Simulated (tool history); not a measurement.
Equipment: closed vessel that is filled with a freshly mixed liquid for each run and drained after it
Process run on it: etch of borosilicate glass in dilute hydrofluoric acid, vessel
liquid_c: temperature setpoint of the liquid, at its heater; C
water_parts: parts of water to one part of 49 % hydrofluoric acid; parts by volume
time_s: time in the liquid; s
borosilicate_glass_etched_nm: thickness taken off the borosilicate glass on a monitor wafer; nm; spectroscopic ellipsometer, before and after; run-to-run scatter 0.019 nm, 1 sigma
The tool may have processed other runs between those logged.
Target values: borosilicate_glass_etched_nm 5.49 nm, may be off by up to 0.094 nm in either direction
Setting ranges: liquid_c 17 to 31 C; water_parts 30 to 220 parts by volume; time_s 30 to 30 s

Run 1, hour 0: liquid_c 23 C, water_parts 125 parts by volume, time_s 30 s. Result: borosilicate_glass_etched_nm 4.0036 nm.
Run 2, hour 4.5: liquid_c 23 C, water_parts 85 parts by volume, time_s 30 s. Result: borosilicate_glass_etched_nm 6.1715 nm.
Run 3, hour 11.5: liquid_c 22 C, water_parts 85 parts by volume, time_s 30 s. Result: borosilicate_glass_etched_nm 5.9225 nm.
Run 4, hour 19.6: liquid_c 22 C, water_parts 60 parts by volume, time_s 30 s. Result: borosilicate_glass_etched_nm 8.6658 nm.
Run 5, hour 22.5: liquid_c 25 C, water_parts 60 parts by volume, time_s 30 s. Result: borosilicate_glass_etched_nm 9.8352 nm.
Run 6, hour 23.5: liquid_c 23 C, water_parts 60 parts by volume, time_s 30 s. Result: borosilicate_glass_etched_nm 9.0742 nm.
Run 7, hour 26.1: liquid_c 21 C, water_parts 65 parts by volume, time_s 30 s. Result: borosilicate_glass_etched_nm 7.6437 nm.
Run 8, hour 34.3: liquid_c 19.5 C, water_parts 70 parts by volume, time_s 30 s. Result: borosilicate_glass_etched_nm 6.6038 nm.
Run 9, hour 40.9: liquid_c 18.5 C, water_parts 70 parts by volume, time_s 30 s. Result: borosilicate_glass_etched_nm 6.3094 nm.
Run 10, hour 48: liquid_c 18 C, water_parts 70 parts by volume, time_s 30 s. Result: borosilicate_glass_etched_nm 6.1889 nm.
Run 11, hour 54.9: liquid_c 17.5 C, water_parts 70 parts by volume, time_s 30 s. Result: borosilicate_glass_etched_nm 6.0642 nm.

Consider the 4 candidate settings below. Which is the only one whose results all fall within their allowed miss of target?
Run A, hour 61.8: liquid_c 20 C, water_parts 80 parts by volume, time_s 30 s. Result: borosilicate_glass_etched_nm ?.
Run B, hour 61.8: liquid_c 18.5 C, water_parts 75 parts by volume, time_s 30 s. Result: borosilicate_glass_etched_nm ?.
Run C, hour 61.8: liquid_c 17 C, water_parts 75 parts by volume, time_s 30 s. Result: borosilicate_glass_etched_nm ?.
Run D, hour 61.8: liquid_c 20.5 C, water_parts 70 parts by volume, time_s 30 s. Result: borosilicate_glass_etched_nm ?.

move  borosilicate_glass_etched_nm
   A                         5.808
   B                        5.8505
   C                        5.4888
   D                        6.8571
A: gains on the last run, yet a result remains outside its allowed miss
B: gains on the last run, yet a result remains outside its allowed miss
C: meets every target
D: misses by more than the last run did
So the answer is move C, the one that meets all the targets.
